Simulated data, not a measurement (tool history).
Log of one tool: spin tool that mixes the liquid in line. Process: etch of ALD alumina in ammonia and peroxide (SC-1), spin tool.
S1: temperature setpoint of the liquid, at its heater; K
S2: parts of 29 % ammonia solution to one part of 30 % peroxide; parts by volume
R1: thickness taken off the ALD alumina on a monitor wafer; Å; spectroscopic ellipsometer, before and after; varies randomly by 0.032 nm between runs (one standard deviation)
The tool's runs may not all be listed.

run 1 hour=0 | S1=333.15 S2=0.9 time_under_the_liquid_(s)=50 | R1=68.743
run 2 hour=3.8 | S1=329.65 S2=0.9 time_under_the_liquid_(s)=50 | R1=57.147
run 3 hour=7.4 | S1=329.65 S2=0.9 time_under_the_liquid_(s)=35 | R1=40.258
run 4 hour=12 | S1=329.65 S2=0.6 time_under_the_liquid_(s)=35 | R1=38.351
run 5 hour=16.7 | S1=329.65 S2=0.9 time_under_the_liquid_(s)=35 | R1=39.974
run 6 hour=23.7 | S1=330.15 S2=0.9 time_under_the_liquid_(s)=35 | R1=41.44
run 7 hour=25.6 | S1=330.65 S2=0.9 time_under_the_liquid_(s)=35 | R1=42.17
run 8 hour=34 | S1=331.15 S2=0.9 time_under_the_liquid_(s)=35 | R1=43.92
run 9 hour=34.6 | S1=331.65 S2=0.9 time_under_the_liquid_(s)=35 | R1=44.204
run 10 hour=43.5 | S1=332.15 S2=0.9 time_under_the_liquid_(s)=35 | R1=45.831

Forecast run 11:
run 11 hour=47 | S1=332.65 S2=0.9 time_under_the_liquid_(s)=35 | R1=?

{"run 11": {"R1": 46.768}}

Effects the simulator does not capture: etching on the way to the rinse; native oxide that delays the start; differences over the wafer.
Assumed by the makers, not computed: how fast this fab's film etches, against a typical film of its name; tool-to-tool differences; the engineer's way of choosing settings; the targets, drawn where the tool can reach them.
